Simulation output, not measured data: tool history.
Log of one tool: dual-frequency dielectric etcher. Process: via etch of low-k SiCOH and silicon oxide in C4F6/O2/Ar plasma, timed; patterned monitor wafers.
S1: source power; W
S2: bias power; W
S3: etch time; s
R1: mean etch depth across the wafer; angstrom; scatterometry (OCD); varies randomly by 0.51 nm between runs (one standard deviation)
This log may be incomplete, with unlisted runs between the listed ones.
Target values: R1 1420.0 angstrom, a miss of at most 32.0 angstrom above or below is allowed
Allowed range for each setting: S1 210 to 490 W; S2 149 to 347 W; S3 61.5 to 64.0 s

run 1 hour=0.0 | S1=350 S2=248 S3=61.5 | R1=1566.8
run 2 hour=2.2 | S1=350 S2=279 S3=61.5 | R1=1617.9
run 3 hour=2.9 | S1=350 S2=249 S3=61.5 | R1=1570.2
run 4 hour=11.1 | S1=350 S2=249 S3=64.0 | R1=1638.6
run 5 hour=17.1 | S1=350 S2=249 S3=61.5 | R1=1565.0
run 6 hour=22.5 | S1=340 S2=247 S3=61.5 | R1=1547.3
run 7 hour=27.0 | S1=330 S2=245 S3=61.5 | R1=1514.1
run 8 hour=32.9 | S1=320 S2=244 S3=61.5 | R1=1492.9
run 9 hour=34.0 | S1=310 S2=243 S3=61.5 | R1=1474.0
run 10 hour=36.5 | S1=310 S2=243 S3=61.5 | R1=1466.7

Of the 5 settings listed for the next run, only one would bring every result within its allowed miss of target. Which one?
run A hour=39.0 | S1=290 S2=221 S3=62.5 | R1=?
run B hour=39.0 | S1=260 S2=235 S3=61.5 | R1=?
run C hour=39.0 | S1=300 S2=255 S3=63.5 | R1=?
run D hour=39.0 | S1=270 S2=239 S3=61.5 | R1=?
run E hour=39.0 | S1=250 S2=240 S3=61.5 | R1=?

move=A R1=1415.6
move=B R1=1340.9
move=C R1=1516.8
move=D R1=1372.3
move=E R1=1322.1
A: all results land within tolerance of their targets
B: the result that was furthest off in the last run now lies on the other side of its target
C: the biggest miss grows against the last run
D: the result that was furthest off in the last run now lies on the other side of its target
E: the result that was furthest off in the last run now lies on the other side of its target
So the answer is move A, the one that meets all the targets.
